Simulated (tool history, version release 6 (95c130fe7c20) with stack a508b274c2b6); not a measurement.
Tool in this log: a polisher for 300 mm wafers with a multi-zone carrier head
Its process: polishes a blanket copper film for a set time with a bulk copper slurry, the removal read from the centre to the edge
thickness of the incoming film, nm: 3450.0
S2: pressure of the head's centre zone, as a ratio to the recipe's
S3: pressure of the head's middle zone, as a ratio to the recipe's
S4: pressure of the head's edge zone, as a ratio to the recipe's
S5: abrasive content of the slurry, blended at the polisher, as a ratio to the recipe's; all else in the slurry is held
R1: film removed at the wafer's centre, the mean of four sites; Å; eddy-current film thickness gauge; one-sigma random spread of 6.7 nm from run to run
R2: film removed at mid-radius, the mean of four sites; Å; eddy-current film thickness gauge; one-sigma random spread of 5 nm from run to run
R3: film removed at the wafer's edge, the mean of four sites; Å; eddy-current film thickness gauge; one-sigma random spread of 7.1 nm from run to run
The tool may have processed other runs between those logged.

Run 1, hour 0: flow of slurry (ml/min) 310, S2 1, S3 1, S4 1, S5 1, polishing time (s) 72. Result: R1 6791.5 Å, R2 6940.3 Å, R3 6836.2 Å.
Run 2, hour 3.2: flow of slurry (ml/min) 310, S2 1.03, S3 1, S4 1, S5 1, polishing time (s) 72. Result: R1 7182.6 Å, R2 6896.3 Å, R3 7017.5 Å.
Run 3, hour 7.3: flow of slurry (ml/min) 315, S2 1, S3 0.99, S4 0.96, S5 0.85, polishing time (s) 70. Result: R1 6421.1 Å, R2 6619.1 Å, R3 6327.9 Å.
Run 4, hour 9.6: flow of slurry (ml/min) 315, S2 1, S3 0.99, S4 0.96, S5 0.85, polishing time (s) 83. Result: R1 7600.1 Å, R2 7670.8 Å, R3 7680.9 Å.
Run 5, hour 13.9: flow of slurry (ml/min) 315, S2 1, S3 1.03, S4 0.96, S5 0.85, polishing time (s) 83. Result: R1 7905.6 Å, R2 7886.1 Å, R3 7760.9 Å.
Run 6, hour 20.4: flow of slurry (ml/min) 315, S2 0.99, S3 0.99, S4 0.94, S5 0.75, polishing time (s) 78. Result: R1 6942.1 Å, R2 7056.2 Å, R3 6923.5 Å.
Run 7, hour 22.9: flow of slurry (ml/min) 320, S2 0.98, S3 0.98, S4 0.92, S5 0.7, polishing time (s) 74. Result: R1 6536.4 Å, R2 6605 Å, R3 6396.7 Å.
Run 8, hour 24.6: flow of slurry (ml/min) 325, S2 0.96, S3 0.97, S4 0.9, S5 0.65, polishing time (s) 71. Result: R1 6046.2 Å, R2 6206.9 Å, R3 6059.1 Å.
Run 9, hour 29.6: flow of slurry (ml/min) 320, S2 0.95, S3 0.98, S4 0.88, S5 0.6, polishing time (s) 69. Result: R1 5616.7 Å, R2 5990.1 Å, R3 5707.5 Å.
Run 10, hour 34.4: flow of slurry (ml/min) 315, S2 0.95, S3 0.98, S4 0.86, S5 0.55, polishing time (s) 68. Result: R1 5703.4 Å, R2 5903 Å, R3 5599 Å.
Run 11, hour 39.8: flow of slurry (ml/min) 320, S2 0.9, S3 1, S4 0.83, S5 0.5, polishing time (s) 59. Result: R1 4430.3 Å, R2 5060.1 Å, R3 4637.1 Å.

What does the tool deliver on the next run?
Run 12, hour 41: flow of slurry (ml/min) 320, S2 0.92, S3 1, S4 0.84, S5 0.55, polishing time (s) 59. Result: R1 ?, R2 ?, R3 ?.

For run 12 the tool returned R1 4735.6 Å, R2 5038.3 Å, R3 4707.9 Å.
